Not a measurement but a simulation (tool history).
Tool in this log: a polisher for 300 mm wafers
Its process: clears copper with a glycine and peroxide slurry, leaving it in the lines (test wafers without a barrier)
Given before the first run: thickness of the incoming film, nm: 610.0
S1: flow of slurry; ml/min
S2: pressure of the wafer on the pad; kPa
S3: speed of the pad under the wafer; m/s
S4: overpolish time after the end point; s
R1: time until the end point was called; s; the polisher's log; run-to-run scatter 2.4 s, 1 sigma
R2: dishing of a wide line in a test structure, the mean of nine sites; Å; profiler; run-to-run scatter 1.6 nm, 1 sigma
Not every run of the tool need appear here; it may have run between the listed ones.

run,hour,S1,S2,S3,S4,R1,R2
1,0,125,14.5,0.96,21,133.04,642.32
2,7.6,95,14.5,0.96,21,136.34,595.08
3,14.2,95,13.1,0.96,21,152.3,569.6
4,18.1,100,13.1,0.98,25,147.32,668.42
5,23.3,100,9.7,0.98,25,181.67,576.11
6,26,105,11,1,28,159.94,678.1

Run 7, settings as shown, results not yet in. Your forecast:
7,32.7,110,11.7,1,31,?,?

R1: 155.17 s
R2: 747.34 Å

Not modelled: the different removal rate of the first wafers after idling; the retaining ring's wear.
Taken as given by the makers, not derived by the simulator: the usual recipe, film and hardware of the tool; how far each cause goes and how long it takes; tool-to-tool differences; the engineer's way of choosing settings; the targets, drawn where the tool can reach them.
